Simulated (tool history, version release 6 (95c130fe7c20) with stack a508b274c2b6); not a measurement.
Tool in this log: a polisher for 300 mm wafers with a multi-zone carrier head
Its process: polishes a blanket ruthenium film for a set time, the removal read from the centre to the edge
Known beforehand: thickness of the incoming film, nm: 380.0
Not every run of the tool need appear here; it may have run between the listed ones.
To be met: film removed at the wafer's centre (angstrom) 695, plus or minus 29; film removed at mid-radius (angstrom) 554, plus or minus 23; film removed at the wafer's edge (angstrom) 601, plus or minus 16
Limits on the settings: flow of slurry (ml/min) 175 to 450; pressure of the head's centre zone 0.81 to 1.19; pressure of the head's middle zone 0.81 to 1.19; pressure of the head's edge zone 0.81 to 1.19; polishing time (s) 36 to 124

run,day,flow of slurry (ml/min),pressure of the head's centre zone,pressure of the head's middle zone,pressure of the head's edge zone,polishing time (s),film removed at the wafer's centre (angstrom),film removed at mid-radius (angstrom),film removed at the wafer's edge (angstrom)
1,0,290,1,1,1,79,754.19,749.58,754.51
2,0.217,285,1.03,0.95,0.95,75,721.43,678.81,689.36
3,0.533,285,1.03,0.95,0.95,89,852.73,811.35,822.3
4,0.692,280,1.06,0.9,0.92,82,780.62,708.37,753.42
5,0.854,280,1.06,0.9,0.92,98,940.36,837.67,890.64
6,1.196,280,1.1,0.88,0.89,87,876.93,745.64,783.28
7,1.55,280,1.11,0.86,0.88,79,803.64,658.83,708.09
8,1.875,265,1.1,0.82,0.81,66,662.51,530.54,573.52
9,1.975,275,1.11,0.83,0.83,66,669.66,518.05,571.85

Of the 5 settings listed for the next run, only one would bring every result within its allowed miss of target. Which one?
A,2.075,185,1.12,1,0.81,67,?,?,?
B,2.075,175,1.12,0.85,0.85,72,?,?,?
C,2.075,190,1.19,0.81,0.97,65,?,?,?
D,2.075,230,1.15,0.81,0.9,65,?,?,?
E,2.075,180,1.03,0.84,0.9,70,?,?,?

move,film removed at the wafer's centre (angstrom),film removed at mid-radius (angstrom),film removed at the wafer's edge (angstrom)
A,645.62,599.81,558.5
B,687.22,558.7,610.9
C,665.56,490.01,591.23
D,660.97,501.63,580.84
E,619.36,540.21,611.33
A: further off than the last run
B: meets every target
C: puts the biggest miss on target and leaves a different result outside tolerance
D: further off than the last run
E: puts the biggest miss on target and leaves a different result outside tolerance
So the answer is move B, the one that meets all the targets.

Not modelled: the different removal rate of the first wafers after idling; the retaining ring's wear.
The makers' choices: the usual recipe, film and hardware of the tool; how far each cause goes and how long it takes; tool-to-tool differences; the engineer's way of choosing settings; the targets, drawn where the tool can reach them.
